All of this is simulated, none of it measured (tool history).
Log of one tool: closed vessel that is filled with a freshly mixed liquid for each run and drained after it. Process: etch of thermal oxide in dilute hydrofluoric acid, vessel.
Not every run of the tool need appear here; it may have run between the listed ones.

| run | hour | temperature setpoint of the liquid (°C) | parts of water to one part of 49 % hydrofluoric acid (parts by volume) | time in the liquid (s) | thickness taken off the thermal oxide on a monitor wafer (angstrom) |
|---|---|---|---|---|---|
| 1 | 0.0 | 24.0 | 205 | 1040 | 202.23 |
| 2 | 5.4 | 23.0 | 210 | 1040 | 190.66 |
| 3 | 6.3 | 23.0 | 160 | 1040 | 263.81 |
| 4 | 7.0 | 23.0 | 125 | 1040 | 354.10 |
| 5 | 10.7 | 23.0 | 95 | 1040 | 479.92 |
| 6 | 15.5 | 23.0 | 45 | 1040 | 1073.60 |
| 7 | 16.6 | 22.5 | 65 | 1040 | 710.80 |

What does the tool deliver on the next run?
| 8 | 18.3 | 22.0 | 80 | 1040 | ? |

{"run 8": {"thickness taken off the thermal oxide on a monitor wafer (angstrom)": 555.71}}
